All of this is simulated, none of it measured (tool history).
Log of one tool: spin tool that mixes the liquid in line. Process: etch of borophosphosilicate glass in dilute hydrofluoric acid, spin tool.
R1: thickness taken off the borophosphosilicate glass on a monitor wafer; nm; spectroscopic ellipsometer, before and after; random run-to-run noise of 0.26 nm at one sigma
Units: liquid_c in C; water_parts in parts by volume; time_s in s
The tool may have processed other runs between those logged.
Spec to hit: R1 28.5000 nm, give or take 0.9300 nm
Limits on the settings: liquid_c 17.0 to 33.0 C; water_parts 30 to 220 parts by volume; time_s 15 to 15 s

{"run": 1, "hour": 0.0, "liquid_c": 25.0, "water_parts": 125, "time_s": 15, "R1": 11.243}
{"run": 2, "hour": 8.3, "liquid_c": 22.0, "water_parts": 125, "time_s": 15, "R1": 10.005}
{"run": 3, "hour": 13.4, "liquid_c": 22.0, "water_parts": 125, "time_s": 15, "R1": 10.013}
{"run": 4, "hour": 15.4, "liquid_c": 21.0, "water_parts": 125, "time_s": 15, "R1": 9.6108}
{"run": 5, "hour": 18.0, "liquid_c": 21.0, "water_parts": 125, "time_s": 15, "R1": 9.6954}
{"run": 6, "hour": 22.2, "liquid_c": 24.0, "water_parts": 105, "time_s": 15, "R1": 13.098}
{"run": 7, "hour": 27.3, "liquid_c": 26.5, "water_parts": 90, "time_s": 15, "R1": 17.421}
{"run": 8, "hour": 30.9, "liquid_c": 26.5, "water_parts": 90, "time_s": 15, "R1": 17.193}
{"run": 9, "hour": 38.2, "liquid_c": 30.5, "water_parts": 55, "time_s": 15, "R1": 34.817}
{"run": 10, "hour": 41.2, "liquid_c": 29.5, "water_parts": 55, "time_s": 15, "R1": 33.893}
{"run": 11, "hour": 42.2, "liquid_c": 28.5, "water_parts": 55, "time_s": 15, "R1": 32.219}
{"run": 12, "hour": 44.7, "liquid_c": 27.5, "water_parts": 55, "time_s": 15, "R1": 30.578}
{"run": 13, "hour": 53.2, "liquid_c": 27.0, "water_parts": 55, "time_s": 15, "R1": 30.118}
{"run": 14, "hour": 60.6, "liquid_c": 27.0, "water_parts": 55, "time_s": 15, "R1": 30.35}
{"run": 15, "hour": 63.3, "liquid_c": 26.5, "water_parts": 55, "time_s": 15, "R1": 30.314}

Which of these 5 next moves meets every target?
{"run": "A", "hour": 66.0, "liquid_c": 25.5, "water_parts": 50, "time_s": 15, "R1": "?"}
{"run": "B", "hour": 66.0, "liquid_c": 26.0, "water_parts": 50, "time_s": 15, "R1": "?"}
{"run": "C", "hour": 66.0, "liquid_c": 20.5, "water_parts": 45, "time_s": 15, "R1": "?"}
{"run": "D", "hour": 66.0, "liquid_c": 29.0, "water_parts": 55, "time_s": 15, "R1": "?"}
{"run": "E", "hour": 66.0, "liquid_c": 31.5, "water_parts": 60, "time_s": 15, "R1": "?"}

move=A R1=31.7300
move=B R1=32.3800
move=C R1=28.8270
move=D R1=32.9450
move=E R1=33.0290
A: further off than the last run
B: further off than the last run
C: meets every target
D: further off than the last run
E: further off than the last run
C is the move that brings every result within its allowed miss.
